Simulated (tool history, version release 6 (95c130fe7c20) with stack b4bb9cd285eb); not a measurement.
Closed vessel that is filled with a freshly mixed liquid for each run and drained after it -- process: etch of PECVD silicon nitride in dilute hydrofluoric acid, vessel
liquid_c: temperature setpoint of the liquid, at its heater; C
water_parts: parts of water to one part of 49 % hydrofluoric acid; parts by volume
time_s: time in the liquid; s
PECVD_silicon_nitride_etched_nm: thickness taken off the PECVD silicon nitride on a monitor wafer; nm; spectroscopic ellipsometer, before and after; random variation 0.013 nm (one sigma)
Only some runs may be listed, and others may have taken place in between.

run,day,liquid_c,water_parts,time_s,PECVD_silicon_nitride_etched_nm
1,0,23,65,185,4.2026
2,0.096,23,45,185,6.042
3,0.379,23,35,185,7.6333
4,0.479,22.5,40,185,6.6195
5,0.821,22,45,185,5.6397
6,0.958,22,60,185,4.2899

Run 7 comes next. What will it give?
7,1.083,21.5,60,185,?

{"run 7": {"PECVD_silicon_nitride_etched_nm": 4.1168}}
